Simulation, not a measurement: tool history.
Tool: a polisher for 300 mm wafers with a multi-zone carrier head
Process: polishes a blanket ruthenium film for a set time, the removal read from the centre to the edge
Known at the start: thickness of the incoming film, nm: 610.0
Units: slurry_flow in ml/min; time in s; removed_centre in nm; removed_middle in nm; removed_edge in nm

{"run": 1, "hour": 0.0, "slurry_flow": 235, "centre_zone": 1.0, "middle_zone": 1.0, "edge_zone": 1.0, "time": 65, "removed_centre": 108.71, "removed_middle": 107.93, "removed_edge": 104.27}
{"run": 2, "hour": 7.1, "slurry_flow": 235, "centre_zone": 1.0, "middle_zone": 1.0, "edge_zone": 1.0, "time": 81, "removed_centre": 132.46, "removed_middle": 134.02, "removed_edge": 131.34}
{"run": 3, "hour": 15.7, "slurry_flow": 245, "centre_zone": 1.01, "middle_zone": 0.99, "edge_zone": 1.01, "time": 81, "removed_centre": 137.11, "removed_middle": 134.44, "removed_edge": 132.71}
{"run": 4, "hour": 21.2, "slurry_flow": 250, "centre_zone": 1.02, "middle_zone": 0.98, "edge_zone": 1.02, "time": 81, "removed_centre": 138.54, "removed_middle": 130.73, "removed_edge": 132.45}
{"run": 5, "hour": 29.4, "slurry_flow": 250, "centre_zone": 1.02, "middle_zone": 1.02, "edge_zone": 1.02, "time": 81, "removed_centre": 139.32, "removed_middle": 135.03, "removed_edge": 135.72}
{"run": 6, "hour": 30.0, "slurry_flow": 230, "centre_zone": 1.02, "middle_zone": 1.02, "edge_zone": 1.02, "time": 81, "removed_centre": 137.09, "removed_middle": 137.8, "removed_edge": 134.43}

Forecast run 7:
{"run": 7, "hour": 32.2, "slurry_flow": 240, "centre_zone": 1.03, "middle_zone": 1.01, "edge_zone": 1.02, "time": 81, "removed_centre": "?", "removed_middle": "?", "removed_edge": "?"}

{"run 7": {"removed_centre": 137.36, "removed_middle": 138.88, "removed_edge": 132.61}}
